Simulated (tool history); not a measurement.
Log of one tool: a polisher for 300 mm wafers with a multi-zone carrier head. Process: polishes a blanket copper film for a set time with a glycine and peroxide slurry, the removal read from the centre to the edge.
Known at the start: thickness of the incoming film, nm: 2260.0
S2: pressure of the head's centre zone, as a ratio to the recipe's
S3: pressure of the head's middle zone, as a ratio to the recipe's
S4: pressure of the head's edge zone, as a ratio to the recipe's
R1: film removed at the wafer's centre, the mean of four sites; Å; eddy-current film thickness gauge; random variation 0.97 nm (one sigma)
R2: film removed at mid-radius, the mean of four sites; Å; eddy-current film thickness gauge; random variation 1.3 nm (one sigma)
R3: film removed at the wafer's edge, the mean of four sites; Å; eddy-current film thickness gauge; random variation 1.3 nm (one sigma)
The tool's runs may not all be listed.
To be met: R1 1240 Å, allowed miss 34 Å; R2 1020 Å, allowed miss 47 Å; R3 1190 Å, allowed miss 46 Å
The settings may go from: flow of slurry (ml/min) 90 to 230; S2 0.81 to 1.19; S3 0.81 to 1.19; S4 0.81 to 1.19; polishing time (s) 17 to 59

{"run": 1, "hour": 0.0, "flow of slurry (ml/min)": 150, "S2": 1, "S3": 1, "S4": 1, "polishing time (s)": 38, "R1": 1599, "R2": 1546.3, "R3": 1549.4}
{"run": 2, "hour": 5.4, "flow of slurry (ml/min)": 150, "S2": 0.96, "S3": 1, "S4": 1, "polishing time (s)": 38, "R1": 1558.3, "R2": 1562.5, "R3": 1550}
{"run": 3, "hour": 9.4, "flow of slurry (ml/min)": 150, "S2": 0.96, "S3": 1, "S4": 1, "polishing time (s)": 45, "R1": 1837.5, "R2": 1849.7, "R3": 1810.9}
{"run": 4, "hour": 17.2, "flow of slurry (ml/min)": 185, "S2": 0.96, "S3": 1, "S4": 1, "polishing time (s)": 45, "R1": 1892.6, "R2": 1940.1, "R3": 1876.4}
{"run": 5, "hour": 18.4, "flow of slurry (ml/min)": 170, "S2": 0.96, "S3": 0.96, "S4": 0.98, "polishing time (s)": 42, "R1": 1740.8, "R2": 1722.8, "R3": 1707.3}
{"run": 6, "hour": 26.0, "flow of slurry (ml/min)": 170, "S2": 0.96, "S3": 1.01, "S4": 0.98, "polishing time (s)": 42, "R1": 1742.3, "R2": 1810, "R3": 1683.9}
{"run": 7, "hour": 33.3, "flow of slurry (ml/min)": 160, "S2": 0.97, "S3": 0.97, "S4": 0.97, "polishing time (s)": 39, "R1": 1603.9, "R2": 1587.7, "R3": 1560.9}
{"run": 8, "hour": 36.0, "flow of slurry (ml/min)": 150, "S2": 0.98, "S3": 0.94, "S4": 0.96, "polishing time (s)": 37, "R1": 1505.1, "R2": 1447.5, "R3": 1475.4}
{"run": 9, "hour": 44.6, "flow of slurry (ml/min)": 140, "S2": 0.99, "S3": 0.91, "S4": 0.95, "polishing time (s)": 36, "R1": 1464.2, "R2": 1327, "R3": 1426.8}
{"run": 10, "hour": 47.7, "flow of slurry (ml/min)": 135, "S2": 0.99, "S3": 0.89, "S4": 0.93, "polishing time (s)": 35, "R1": 1409.6, "R2": 1266, "R3": 1344.6}
{"run": 11, "hour": 48.4, "flow of slurry (ml/min)": 130, "S2": 0.99, "S3": 0.87, "S4": 0.93, "polishing time (s)": 34, "R1": 1338.9, "R2": 1212.9, "R3": 1314.1}

Which of these 4 next moves meets every target?
{"run": "A", "hour": 49.1, "flow of slurry (ml/min)": 110, "S2": 0.93, "S3": 0.86, "S4": 1.02, "polishing time (s)": 39, "R1": "?", "R2": "?", "R3": "?"}
{"run": "B", "hour": 49.1, "flow of slurry (ml/min)": 110, "S2": 1.09, "S3": 0.85, "S4": 1, "polishing time (s)": 31, "R1": "?", "R2": "?", "R3": "?"}
{"run": "C", "hour": 49.1, "flow of slurry (ml/min)": 125, "S2": 0.82, "S3": 0.93, "S4": 0.89, "polishing time (s)": 39, "R1": "?", "R2": "?", "R3": "?"}
{"run": "D", "hour": 49.1, "flow of slurry (ml/min)": 105, "S2": 1.04, "S3": 0.81, "S4": 0.91, "polishing time (s)": 36, "R1": "?", "R2": "?", "R3": "?"}

move=A R1=1402.2 R2=1308.8 R3=1525.7
move=B R1=1249 R2=1029.8 R3=1201.3
move=C R1=1340.4 R2=1448.5 R3=1465.4
move=D R1=1378.1 R2=1133.5 R3=1321.9
A: further off than the last run
B: meets every target
C: further off than the last run
D: as far off as the last run
Move B is the one to make.

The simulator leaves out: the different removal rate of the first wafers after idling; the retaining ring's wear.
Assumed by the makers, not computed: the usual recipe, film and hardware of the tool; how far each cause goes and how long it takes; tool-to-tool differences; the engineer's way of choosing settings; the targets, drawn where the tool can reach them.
